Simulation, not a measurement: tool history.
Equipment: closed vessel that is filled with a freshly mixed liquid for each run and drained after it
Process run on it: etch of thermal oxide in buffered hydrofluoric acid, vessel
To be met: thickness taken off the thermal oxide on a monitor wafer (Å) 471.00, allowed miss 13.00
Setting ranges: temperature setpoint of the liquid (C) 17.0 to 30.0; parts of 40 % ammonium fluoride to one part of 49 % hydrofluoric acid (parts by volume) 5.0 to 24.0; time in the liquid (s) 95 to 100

| run | day | temperature setpoint of the liquid (C) | parts of 40 % ammonium fluoride to one part of 49 % hydrofluoric acid (parts by volume) | time in the liquid (s) | thickness taken off the thermal oxide on a monitor wafer (Å) |
|---|---|---|---|---|---|
| 1 | 0.000 | 22.0 | 14.5 | 95 | 621.98 |
| 2 | 0.379 | 25.5 | 14.5 | 95 | 751.69 |
| 3 | 0.708 | 25.5 | 14.5 | 95 | 757.17 |
| 4 | 1.025 | 23.5 | 14.5 | 95 | 671.98 |
| 5 | 1.196 | 22.0 | 14.5 | 95 | 628.83 |
| 6 | 1.283 | 20.5 | 14.5 | 95 | 573.51 |
| 7 | 1.512 | 19.5 | 14.5 | 95 | 545.15 |
| 8 | 1.804 | 19.0 | 14.5 | 95 | 526.99 |
| 9 | 1.858 | 18.5 | 14.5 | 95 | 511.71 |
| 10 | 2.188 | 18.0 | 14.5 | 95 | 496.40 |
| 11 | 2.329 | 17.5 | 14.5 | 95 | 484.55 |

Next run, 4 choices. One meets every target within its allowed miss, the rest don't. Which?
| A | 2.471 | 17.5 | 17.0 | 100 | ? |
| B | 2.471 | 17.0 | 16.0 | 100 | ? |
| C | 2.471 | 17.0 | 16.5 | 100 | ? |
| D | 2.471 | 18.5 | 16.0 | 95 | ? |

| move | thickness taken off the thermal oxide on a monitor wafer (Å) |
|---|---|
| A | 433.68 |
| B | 447.44 |
| C | 434.06 |
| D | 462.96 |
A: takes the biggest miss from the last run beyond its target
B: takes the biggest miss from the last run beyond its target
C: takes the biggest miss from the last run beyond its target
D: in spec on every target
Go with D: it meets all targets.
